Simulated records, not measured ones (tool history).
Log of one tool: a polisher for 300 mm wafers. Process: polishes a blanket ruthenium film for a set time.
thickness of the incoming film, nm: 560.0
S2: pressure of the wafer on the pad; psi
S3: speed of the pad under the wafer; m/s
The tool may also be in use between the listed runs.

Run 1, hour 0: flow of slurry (ml/min) 310, S2 2.7 psi, S3 1.14 m/s, polishing time (s) 65. Result: film removed (Å) 1062.3.
Run 2, hour 7.4: flow of slurry (ml/min) 310, S2 2.7 psi, S3 1.14 m/s, polishing time (s) 68. Result: film removed (Å) 1113.9.
Run 3, hour 9.6: flow of slurry (ml/min) 310, S2 3 psi, S3 1.14 m/s, polishing time (s) 68. Result: film removed (Å) 1215.4.
Run 4, hour 13.1: flow of slurry (ml/min) 310, S2 2.5 psi, S3 1.1 m/s, polishing time (s) 68. Result: film removed (Å) 995.03.
Run 5, hour 19: flow of slurry (ml/min) 385, S2 2.5 psi, S3 1.1 m/s, polishing time (s) 68. Result: film removed (Å) 1010.5.
Run 6, hour 24.1: flow of slurry (ml/min) 385, S2 2.5 psi, S3 1.1 m/s, polishing time (s) 65. Result: film removed (Å) 967.61.
Run 7, hour 25.8: flow of slurry (ml/min) 385, S2 2.2 psi, S3 1.1 m/s, polishing time (s) 65. Result: film removed (Å) 858.74.
Run 8, hour 30.6: flow of slurry (ml/min) 385, S2 2.2 psi, S3 1.1 m/s, polishing time (s) 65. Result: film removed (Å) 859.11.
Run 9, hour 39.4: flow of slurry (ml/min) 385, S2 2 psi, S3 1.1 m/s, polishing time (s) 65. Result: film removed (Å) 773.43.
Run 10, hour 42.1: flow of slurry (ml/min) 375, S2 1.9 psi, S3 1.1 m/s, polishing time (s) 65. Result: film removed (Å) 732.51.
Run 11, hour 46.8: flow of slurry (ml/min) 360, S2 1.9 psi, S3 1.1 m/s, polishing time (s) 65. Result: film removed (Å) 729.96.
Run 12, hour 51.4: flow of slurry (ml/min) 355, S2 1.6 psi, S3 1.1 m/s, polishing time (s) 65. Result: film removed (Å) 625.63.
Run 13, hour 55.9: flow of slurry (ml/min) 370, S2 1.6 psi, S3 1.1 m/s, polishing time (s) 65. Result: film removed (Å) 624.21.

Run 14 comes next. What will it give?
Run 14, hour 57.6: flow of slurry (ml/min) 385, S2 1.6 psi, S3 1.1 m/s, polishing time (s) 65. Result: film removed (Å) ?.

Run 14 gave film removed (Å) 635.98.
